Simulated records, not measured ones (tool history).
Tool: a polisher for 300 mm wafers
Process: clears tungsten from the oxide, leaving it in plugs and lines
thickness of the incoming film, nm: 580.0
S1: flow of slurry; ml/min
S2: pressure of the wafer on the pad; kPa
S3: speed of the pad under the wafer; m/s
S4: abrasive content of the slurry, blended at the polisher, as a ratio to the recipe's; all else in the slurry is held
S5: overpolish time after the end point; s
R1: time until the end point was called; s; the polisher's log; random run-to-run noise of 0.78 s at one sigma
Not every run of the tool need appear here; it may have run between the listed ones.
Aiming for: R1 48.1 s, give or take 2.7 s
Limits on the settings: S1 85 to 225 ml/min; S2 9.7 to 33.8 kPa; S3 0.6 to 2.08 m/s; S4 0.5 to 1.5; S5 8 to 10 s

| run | day | S1 | S2 | S3 | S4 | S5 | R1 |
|---|---|---|---|---|---|---|---|
| 1 | 0 | 145 | 21.4 | 1.34 | 1 | 10 | 96.998 |
| 2 | 0.104 | 145 | 22.8 | 1.36 | 1 | 10 | 93.41 |
| 3 | 0.204 | 160 | 22.8 | 1.36 | 1 | 10 | 90.052 |
| 4 | 0.321 | 160 | 24.1 | 1.4 | 1 | 10 | 83.616 |
| 5 | 0.675 | 190 | 24.1 | 1.4 | 1 | 10 | 80.043 |
| 6 | 1.025 | 190 | 24.1 | 1.4 | 1 | 8 | 82.523 |
| 7 | 1.183 | 190 | 25.5 | 1.44 | 1 | 8 | 74.356 |
| 8 | 1.471 | 190 | 25.5 | 1.44 | 1 | 8 | 74.185 |
| 9 | 1.704 | 190 | 26.2 | 1.46 | 1 | 8 | 71.579 |
| 10 | 1.838 | 190 | 26.9 | 1.48 | 1 | 8 | 70.757 |
| 11 | 1.917 | 190 | 27.6 | 1.52 | 1 | 8 | 66.045 |
| 12 | 2.029 | 190 | 28.3 | 1.54 | 1 | 8 | 65.756 |
| 13 | 2.35 | 190 | 29 | 1.58 | 1 | 8 | 62.318 |
| 14 | 2.642 | 190 | 29.6 | 1.6 | 1 | 8 | 60.8 |
| 15 | 2.875 | 190 | 30.3 | 1.62 | 1 | 8 | 57.46 |
| 16 | 3.179 | 190 | 31 | 1.64 | 1 | 8 | 54.742 |
| 17 | 3.479 | 190 | 31.7 | 1.64 | 1 | 8 | 55.174 |
| 18 | 3.692 | 190 | 31.7 | 1.66 | 1 | 8 | 54.261 |
| 19 | 3.921 | 190 | 31.7 | 1.68 | 1 | 8 | 53.595 |

Which single option among these 4 for the next run brings every result within its allowed miss of target? Just one does.
| A | 4.15 | 165 | 33.8 | 1.74 | 1.1 | 10 | ? |
| B | 4.15 | 185 | 28.3 | 1.52 | 1.05 | 10 | ? |
| C | 4.15 | 225 | 32.4 | 2.08 | 1.05 | 10 | ? |
| D | 4.15 | 210 | 30.3 | 1.58 | 1.1 | 8 | ? |

| move | R1 |
|---|---|
| A | 48.164 |
| B | 63.221 |
| C | 42.087 |
| D | 55.64 |
A: meets every target
B: its largest miss is bigger than the last run's
C: pushes the last run's worst result past its target
D: its largest miss is bigger than the last run's
Move A is the one to make.

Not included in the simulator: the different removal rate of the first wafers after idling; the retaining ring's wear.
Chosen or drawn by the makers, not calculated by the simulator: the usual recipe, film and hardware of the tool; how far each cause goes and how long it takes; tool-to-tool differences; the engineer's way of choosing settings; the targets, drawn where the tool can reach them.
